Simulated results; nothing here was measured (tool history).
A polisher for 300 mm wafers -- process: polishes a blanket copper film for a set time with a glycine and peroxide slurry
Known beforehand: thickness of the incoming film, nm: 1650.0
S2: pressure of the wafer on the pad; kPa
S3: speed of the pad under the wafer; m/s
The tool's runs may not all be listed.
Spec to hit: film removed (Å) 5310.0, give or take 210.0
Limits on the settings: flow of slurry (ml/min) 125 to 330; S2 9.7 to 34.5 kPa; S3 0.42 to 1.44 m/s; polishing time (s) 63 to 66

run 1 hour=0.0 | flow_of_slurry_(ml/min)=210 S2=22.1 S3=0.92 polishing_time_(s)=63 | film_removed_(Å)=3018.4
run 2 hour=6.3 | flow_of_slurry_(ml/min)=210 S2=22.1 S3=0.92 polishing_time_(s)=66 | film_removed_(Å)=3108.7
run 3 hour=14.7 | flow_of_slurry_(ml/min)=250 S2=22.1 S3=0.92 polishing_time_(s)=66 | film_removed_(Å)=3128.8
run 4 hour=22.2 | flow_of_slurry_(ml/min)=250 S2=22.1 S3=0.92 polishing_time_(s)=66 | film_removed_(Å)=3155.9
run 5 hour=30.9 | flow_of_slurry_(ml/min)=250 S2=24.8 S3=0.94 polishing_time_(s)=66 | film_removed_(Å)=3501.0
run 6 hour=35.9 | flow_of_slurry_(ml/min)=250 S2=26.9 S3=0.98 polishing_time_(s)=66 | film_removed_(Å)=3836.8
-- hour=41.1 head pressure recalibrated
run 7 hour=41.1 | flow_of_slurry_(ml/min)=250 S2=28.3 S3=1.02 polishing_time_(s)=66 | film_removed_(Å)=4449.4
run 8 hour=45.2 | flow_of_slurry_(ml/min)=250 S2=29.0 S3=1.02 polishing_time_(s)=66 | film_removed_(Å)=4522.3
run 9 hour=53.5 | flow_of_slurry_(ml/min)=250 S2=29.6 S3=1.02 polishing_time_(s)=66 | film_removed_(Å)=4693.0
run 10 hour=60.5 | flow_of_slurry_(ml/min)=250 S2=30.3 S3=1.02 polishing_time_(s)=66 | film_removed_(Å)=4605.2
run 11 hour=66.0 | flow_of_slurry_(ml/min)=250 S2=31.0 S3=1.02 polishing_time_(s)=66 | film_removed_(Å)=4850.9

Below are 4 possible settings for the next run. Only one of them brings all results inside the allowed miss of their targets. Which is it?
run A hour=71.5 | flow_of_slurry_(ml/min)=270 S2=26.2 S3=1.26 polishing_time_(s)=64 | film_removed_(Å)=?
run B hour=71.5 | flow_of_slurry_(ml/min)=240 S2=33.8 S3=1.14 polishing_time_(s)=63 | film_removed_(Å)=?
run C hour=71.5 | flow_of_slurry_(ml/min)=220 S2=31.0 S3=0.92 polishing_time_(s)=64 | film_removed_(Å)=?
run D hour=71.5 | flow_of_slurry_(ml/min)=290 S2=31.7 S3=0.98 polishing_time_(s)=66 | film_removed_(Å)=?

move=A film_removed_(Å)=4808.6
move=B film_removed_(Å)=5433.3
move=C film_removed_(Å)=4295.4
move=D film_removed_(Å)=4843.4
A: misses by more than the last run did
B: every result within its allowed miss
C: misses by more than the last run did
D: about as far from the targets as the last run
Correct choice: B, which meets every target
